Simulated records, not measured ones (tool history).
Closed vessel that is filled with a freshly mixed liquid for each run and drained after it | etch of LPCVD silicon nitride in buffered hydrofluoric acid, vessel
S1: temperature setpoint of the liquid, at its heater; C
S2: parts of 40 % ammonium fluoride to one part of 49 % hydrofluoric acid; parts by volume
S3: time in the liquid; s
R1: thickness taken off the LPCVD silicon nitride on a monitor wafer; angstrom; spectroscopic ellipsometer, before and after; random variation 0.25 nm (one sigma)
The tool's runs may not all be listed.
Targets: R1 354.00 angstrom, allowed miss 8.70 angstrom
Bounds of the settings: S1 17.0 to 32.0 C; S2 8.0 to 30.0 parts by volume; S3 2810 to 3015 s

{"run": 1, "day": 0.0, "S1": 24.0, "S2": 21.5, "S3": 2810, "R1": 198.78}
{"run": 2, "day": 0.025, "S1": 24.0, "S2": 24.5, "S3": 2810, "R1": 183.17}
{"run": 3, "day": 0.308, "S1": 26.0, "S2": 24.5, "S3": 2810, "R1": 204.33}
{"run": 4, "day": 0.525, "S1": 24.5, "S2": 24.5, "S3": 2810, "R1": 187.53}
{"run": 5, "day": 0.762, "S1": 25.5, "S2": 23.5, "S3": 2810, "R1": 205.61}
{"run": 6, "day": 0.879, "S1": 25.5, "S2": 23.5, "S3": 2810, "R1": 202.59}
{"run": 7, "day": 0.979, "S1": 25.5, "S2": 23.5, "S3": 2810, "R1": 203.05}
{"run": 8, "day": 1.158, "S1": 26.5, "S2": 22.5, "S3": 2810, "R1": 220.51}
{"run": 9, "day": 1.308, "S1": 27.0, "S2": 21.5, "S3": 2810, "R1": 234.45}
{"run": 10, "day": 1.388, "S1": 27.5, "S2": 21.0, "S3": 2810, "R1": 245.61}
{"run": 11, "day": 1.683, "S1": 28.0, "S2": 20.5, "S3": 2810, "R1": 255.22}
{"run": 12, "day": 1.95, "S1": 28.5, "S2": 20.0, "S3": 2810, "R1": 269.62}
{"run": 13, "day": 2.192, "S1": 29.0, "S2": 19.5, "S3": 2810, "R1": 284.66}
{"run": 14, "day": 2.467, "S1": 29.5, "S2": 19.5, "S3": 2810, "R1": 289.95}
{"run": 15, "day": 2.55, "S1": 30.0, "S2": 19.5, "S3": 2810, "R1": 295.7}
{"run": 16, "day": 2.85, "S1": 30.0, "S2": 19.0, "S3": 2810, "R1": 305.58}
{"run": 17, "day": 3.012, "S1": 30.0, "S2": 19.0, "S3": 2810, "R1": 308.11}
{"run": 18, "day": 3.246, "S1": 31.0, "S2": 18.5, "S3": 2810, "R1": 328.28}

4 next moves are on the table. One of them brings every result within its allowed miss. Which?
{"run": "A", "day": 3.479, "S1": 28.5, "S2": 19.5, "S3": 2945, "R1": "?"}
{"run": "B", "day": 3.479, "S1": 32.0, "S2": 19.0, "S3": 2915, "R1": "?"}
{"run": "C", "day": 3.479, "S1": 32.0, "S2": 22.0, "S3": 2920, "R1": "?"}
{"run": "D", "day": 3.479, "S1": 28.5, "S2": 14.0, "S3": 2810, "R1": "?"}

move=A R1=290.96
move=B R1=355.23
move=C R1=317.10
move=D R1=384.40
A: further off than the last run
B: meets every target
C: further off than the last run
D: takes the result that was furthest off past its target
The right move is B.
